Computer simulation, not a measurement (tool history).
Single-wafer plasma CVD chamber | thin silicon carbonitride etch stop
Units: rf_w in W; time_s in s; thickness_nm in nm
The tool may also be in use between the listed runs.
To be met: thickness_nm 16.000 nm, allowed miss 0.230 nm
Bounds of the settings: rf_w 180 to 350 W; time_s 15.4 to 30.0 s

run,hour,rf_w,time_s,thickness_nm
1,0.0,265,22.7,13.188
2,2.3,265,25.3,14.695
3,3.0,270,25.4,14.805
4,8.3,275,25.5,14.976
5,15.9,250,25.5,14.627
6,18.9,225,25.5,14.169
7,22.4,235,25.6,14.444
8,26.1,275,26.1,15.219
# hour 27.7: RF generator calibrated
9,27.7,280,26.2,15.731

4 next moves are on the table. One of them brings every result within its allowed miss. Which?
A,29.3,285,25.4,?
B,29.3,250,26.3,?
C,29.3,275,26.8,?
D,29.3,265,26.0,?

move,thickness_nm
A,15.352
B,15.355
C,16.045
D,15.414
A: further off than the last run
B: further off than the last run
C: meets every target
D: further off than the last run
The right move is C.

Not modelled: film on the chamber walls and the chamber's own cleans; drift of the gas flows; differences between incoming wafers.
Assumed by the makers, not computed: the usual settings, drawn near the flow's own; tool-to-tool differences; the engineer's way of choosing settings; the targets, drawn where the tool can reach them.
